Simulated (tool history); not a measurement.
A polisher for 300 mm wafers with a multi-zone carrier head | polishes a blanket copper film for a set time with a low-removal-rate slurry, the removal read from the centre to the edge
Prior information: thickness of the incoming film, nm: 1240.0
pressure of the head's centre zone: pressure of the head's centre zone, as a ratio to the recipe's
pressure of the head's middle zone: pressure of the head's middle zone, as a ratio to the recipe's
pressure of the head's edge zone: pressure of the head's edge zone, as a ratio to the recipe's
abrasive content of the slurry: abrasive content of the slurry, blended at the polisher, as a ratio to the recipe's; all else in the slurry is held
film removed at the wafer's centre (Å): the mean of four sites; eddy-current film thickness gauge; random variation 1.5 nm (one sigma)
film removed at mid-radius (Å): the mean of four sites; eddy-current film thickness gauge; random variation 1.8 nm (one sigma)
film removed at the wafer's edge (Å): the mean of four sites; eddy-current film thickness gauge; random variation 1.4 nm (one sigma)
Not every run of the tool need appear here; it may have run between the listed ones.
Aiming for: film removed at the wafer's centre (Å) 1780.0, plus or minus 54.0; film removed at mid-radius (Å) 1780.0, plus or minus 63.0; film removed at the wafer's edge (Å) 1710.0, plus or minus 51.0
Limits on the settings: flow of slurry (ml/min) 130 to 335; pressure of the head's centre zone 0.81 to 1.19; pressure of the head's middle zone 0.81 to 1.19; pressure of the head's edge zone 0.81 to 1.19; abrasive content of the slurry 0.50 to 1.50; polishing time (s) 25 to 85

run	hour	flow of slurry (ml/min)	pressure of the head's centre zone	pressure of the head's middle zone	pressure of the head's edge zone	abrasive content of the slurry	polishing time (s)	film removed at the wafer's centre (Å)	film removed at mid-radius (Å)	film removed at the wafer's edge (Å)
1	0.0	215	1.00	1.00	1.00	1.00	55	1396.8	1402.6	1406.0
2	8.6	215	1.00	0.94	1.00	1.00	55	1389.0	1307.0	1391.0
3	16.9	265	1.00	0.94	1.00	1.00	55	1405.4	1366.8	1413.0
4	19.0	265	1.00	0.94	1.00	1.00	47	1209.2	1137.4	1225.6
5	25.4	270	1.03	0.99	1.04	1.15	49	1325.8	1254.4	1326.7
6	26.3	275	1.05	1.03	1.06	1.25	52	1476.5	1411.7	1454.1
7	31.6	280	1.06	1.07	1.08	1.30	53	1540.1	1506.0	1496.7
8	39.0	280	1.07	1.09	1.10	1.35	54	1606.8	1595.0	1540.0
9	44.2	285	1.07	1.10	1.12	1.40	55	1620.0	1634.7	1591.7
10	49.4	290	1.08	1.11	1.13	1.45	56	1662.7	1705.5	1647.9

5 next moves are on the table. One of them brings every result within its allowed miss. Which?
A	54.6	280	0.96	1.03	1.19	1.50	57	?	?	?
B	54.6	330	1.11	0.90	1.11	1.45	60	?	?	?
C	54.6	275	1.04	1.05	0.99	1.10	65	?	?	?
D	54.6	220	1.10	1.06	1.16	1.15	59	?	?	?
E	54.6	285	1.17	0.99	1.10	1.25	57	?	?	?

move	film removed at the wafer's centre (Å)	film removed at mid-radius (Å)	film removed at the wafer's edge (Å)
A	1525.6	1631.9	1751.5
B	1875.7	1550.5	1790.5
C	1779.9	1784.5	1719.0
D	1678.7	1606.1	1671.8
E	1803.5	1528.5	1629.5
A: lands further from the targets than the last run did
B: takes the result that was furthest off past its target
C: each result inside its tolerance
D: lands further from the targets than the last run did
E: brings the last run's worst result on target, with another outside its allowed miss
Correct choice: C, which meets every target

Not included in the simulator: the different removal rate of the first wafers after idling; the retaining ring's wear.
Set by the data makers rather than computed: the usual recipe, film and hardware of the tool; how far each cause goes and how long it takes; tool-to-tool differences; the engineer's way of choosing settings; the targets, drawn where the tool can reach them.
